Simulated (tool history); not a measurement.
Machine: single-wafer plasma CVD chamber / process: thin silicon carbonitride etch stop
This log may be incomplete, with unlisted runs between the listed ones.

| run | hour | RF power (W) | deposition time (s) | mean film thickness on the monitor wafer (Å) |
|---|---|---|---|---|
| 1 | 0 | 175 | 18.8 | 104.34 |
| 2 | 4.7 | 175 | 20.1 | 112.06 |
| 3 | 6.6 | 190 | 20.1 | 114.89 |
| 4 | 14.1 | 190 | 19.1 | 109.26 |
| 5 | 17 | 190 | 20 | 113.95 |
| 6 | 20.9 | 190 | 22 | 125.22 |
| 7 | 24.2 | 170 | 20.1 | 111.38 |

Forecast run 8:
| 8 | 27.4 | 160 | 18.8 | ? |

mean film thickness on the monitor wafer (Å): 101.99
